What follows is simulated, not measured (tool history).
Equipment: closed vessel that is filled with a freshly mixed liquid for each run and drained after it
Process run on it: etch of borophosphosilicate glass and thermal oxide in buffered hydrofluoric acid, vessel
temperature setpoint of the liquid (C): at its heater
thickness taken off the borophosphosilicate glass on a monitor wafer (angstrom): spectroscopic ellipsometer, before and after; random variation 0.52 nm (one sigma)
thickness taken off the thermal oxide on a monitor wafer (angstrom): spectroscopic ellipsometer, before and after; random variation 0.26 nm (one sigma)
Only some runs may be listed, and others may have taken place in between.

run	day	temperature setpoint of the liquid (C)	parts of 40 % ammonium fluoride to one part of 49 % hydrofluoric acid (parts by volume)	time in the liquid (s)	thickness taken off the borophosphosilicate glass on a monitor wafer (angstrom)	thickness taken off the thermal oxide on a monitor wafer (angstrom)
1	0.000	25.0	14.5	60	1670.3	569.51
2	0.321	25.0	14.5	50	1383.5	472.35
3	0.688	25.0	10.5	50	1915.6	659.22
4	0.817	25.0	13.0	50	1563.5	528.47
# day 1.100: thermometer replaced
5	1.100	27.5	13.0	50	1543.0	527.86
6	1.158	26.0	13.0	50	1427.8	488.58

Run 7 is up next; what results do you expect?
7	1.483	22.0	15.0	50	?	?

{"run 7": {"thickness taken off the borophosphosilicate glass on a monitor wafer (angstrom)": 1004.3, "thickness taken off the thermal oxide on a monitor wafer (angstrom)": 344.77}}
